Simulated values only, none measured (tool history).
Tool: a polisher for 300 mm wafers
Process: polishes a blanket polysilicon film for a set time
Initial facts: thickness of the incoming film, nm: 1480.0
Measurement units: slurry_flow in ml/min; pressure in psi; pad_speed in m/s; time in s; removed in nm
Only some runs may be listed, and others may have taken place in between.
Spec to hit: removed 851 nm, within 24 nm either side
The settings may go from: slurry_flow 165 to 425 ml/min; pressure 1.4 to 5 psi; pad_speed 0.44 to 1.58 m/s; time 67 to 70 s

run 1 day=0 | slurry_flow=275 pressure=3.2 pad_speed=1 time=67 | removed=616.18
run 2 day=0.317 | slurry_flow=275 pressure=3.5 pad_speed=1 time=67 | removed=660.57
run 3 day=0.554 | slurry_flow=300 pressure=3.5 pad_speed=1 time=67 | removed=666.96
run 4 day=0.608 | slurry_flow=300 pressure=3.7 pad_speed=1 time=67 | removed=683.16
run 5 day=0.817 | slurry_flow=300 pressure=4 pad_speed=1 time=67 | removed=719.48
run 6 day=1.017 | slurry_flow=300 pressure=4.2 pad_speed=1 time=67 | removed=746.17
run 7 day=1.112 | slurry_flow=300 pressure=4.4 pad_speed=1 time=67 | removed=771.62
run 8 day=1.208 | slurry_flow=305 pressure=4.8 pad_speed=1 time=67 | removed=820.67

Below are 4 possible settings for the next run. Only one of them brings all results inside the allowed miss of their targets. Which is it?
run A day=1.304 | slurry_flow=340 pressure=4.6 pad_speed=0.96 time=67 | removed=?
run B day=1.304 | slurry_flow=300 pressure=4.5 pad_speed=0.98 time=67 | removed=?
run C day=1.304 | slurry_flow=285 pressure=4.9 pad_speed=0.98 time=67 | removed=?
run D day=1.304 | slurry_flow=355 pressure=4.5 pad_speed=1.02 time=70 | removed=?

move=A removed=766.62
move=B removed=764.62
move=C removed=808.12
move=D removed=838.97
A: lands further from the targets than the last run did
B: lands further from the targets than the last run did
C: lands further from the targets than the last run did
D: every result lands within tolerance
The right move is D.

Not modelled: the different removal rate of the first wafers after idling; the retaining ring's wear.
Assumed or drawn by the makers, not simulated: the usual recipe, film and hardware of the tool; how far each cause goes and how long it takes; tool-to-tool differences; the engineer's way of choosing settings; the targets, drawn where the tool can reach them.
